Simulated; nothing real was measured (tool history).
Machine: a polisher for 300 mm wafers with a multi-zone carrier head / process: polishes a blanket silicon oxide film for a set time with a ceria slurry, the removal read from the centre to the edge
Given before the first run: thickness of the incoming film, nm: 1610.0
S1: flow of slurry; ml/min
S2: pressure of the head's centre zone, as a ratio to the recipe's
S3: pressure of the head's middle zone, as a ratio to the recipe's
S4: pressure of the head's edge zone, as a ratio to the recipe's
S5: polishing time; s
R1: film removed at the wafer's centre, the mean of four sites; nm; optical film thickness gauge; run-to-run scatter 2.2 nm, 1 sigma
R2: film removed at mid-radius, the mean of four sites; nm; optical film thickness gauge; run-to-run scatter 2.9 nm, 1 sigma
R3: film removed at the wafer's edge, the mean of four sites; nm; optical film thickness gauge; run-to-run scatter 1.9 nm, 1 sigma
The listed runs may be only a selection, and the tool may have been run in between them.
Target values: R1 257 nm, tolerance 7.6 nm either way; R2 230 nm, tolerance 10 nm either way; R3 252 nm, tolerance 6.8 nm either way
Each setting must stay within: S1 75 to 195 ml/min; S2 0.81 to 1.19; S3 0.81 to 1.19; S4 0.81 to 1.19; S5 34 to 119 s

run  hour   S1    S2    S3    S4  S5      R1      R2      R3
  1     0  125     1     1     1  76  369.89  351.68  364.44
  2   1.2  125     1  0.94     1  76  371.93  331.82  363.02
  3   3.8  125  0.96  0.94     1  76  364.43   337.6  359.21
  4   7.9  115  0.95  0.92  0.98  73  336.63  311.07  335.66
     16.4  -- centre zone pressure recalibrated
  5  16.4  115  0.95  0.92  0.98  91  390.76  385.25  423.19
  6  20.3  115  0.99  0.92  0.98  91  405.22  383.09  417.12
  7  23.8   90     1  0.85  0.88  69  282.38  257.12  290.73
  8  30.8   90     1  0.85  0.88  69  279.96  256.51  287.19

Of the 5 settings listed for the next run, only one would bring every result within its allowed miss of target. Which one?
  A  37.8  105  1.07  0.91  0.95  57   ?   ?   ?
  B  37.8  175  1.14  0.98  0.82  55   ?   ?   ?
  C  37.8  125  1.02  1.18  0.81  56   ?   ?   ?
  D  37.8  135  1.05  0.95  0.82  62   ?   ?   ?
  E  37.8   75  0.83  0.94  0.82  77   ?   ?   ?

move      R1      R2      R3
   A  256.02  229.67  255.18
   B  295.32  265.47  250.26
   C  257.82  295.37  240.32
   D  296.77  276.93  271.85
   E  252.61  280.97  296.56
A: hits every target within its allowed miss
B: the worst result of the last run now meets its target, but another is out of spec
C: takes the biggest miss from the last run beyond its target
D: neither nearer nor further off than the last run
E: further off than the last run
The move that meets every target is A.
